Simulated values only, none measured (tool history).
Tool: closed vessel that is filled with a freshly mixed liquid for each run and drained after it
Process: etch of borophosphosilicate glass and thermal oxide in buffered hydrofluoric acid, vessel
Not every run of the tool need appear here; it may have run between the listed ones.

run  hour  temperature setpoint of the liquid (°C)  parts of 40 % ammonium fluoride to one part of 49 % hydrofluoric acid (parts by volume)  time in the liquid (s)  thickness taken off the borophosphosilicate glass on a monitor wafer (angstrom)  thickness taken off the thermal oxide on a monitor wafer (angstrom)
  1   0.0                                     22.0                                                                                     16.0                      60                                                                          1076.90                                                               408.73
  2   4.7                                     22.0                                                                                     19.0                      60                                                                           906.04                                                               350.92
  3   9.8                                     22.0                                                                                     19.0                      40                                                                           604.30                                                               231.39
  4  16.0                                     22.0                                                                                     19.0                      60                                                                           905.56                                                               344.05
  5  19.4                                     22.0                                                                                     17.0                      60                                                                          1011.80                                                               384.73
  6  20.8                                     19.0                                                                                     17.0                      60                                                                           860.24                                                               325.38
  7  26.9                                     18.5                                                                                     20.0                      60                                                                           708.70                                                               269.88
  8  35.6                                     17.0                                                                                     25.0                      50                                                                           469.85                                                               177.32
  9  37.5                                     17.0                                                                                     25.5                      50                                                                           462.31                                                               174.01

Predict the results of run 10:
 10  41.0                                     17.0                                                                                     25.5                      50                                                                                ?                                                                    ?

{"run 10": {"thickness taken off the borophosphosilicate glass on a monitor wafer (angstrom)": 456.8, "thickness taken off the thermal oxide on a monitor wafer (angstrom)": 172.96}}
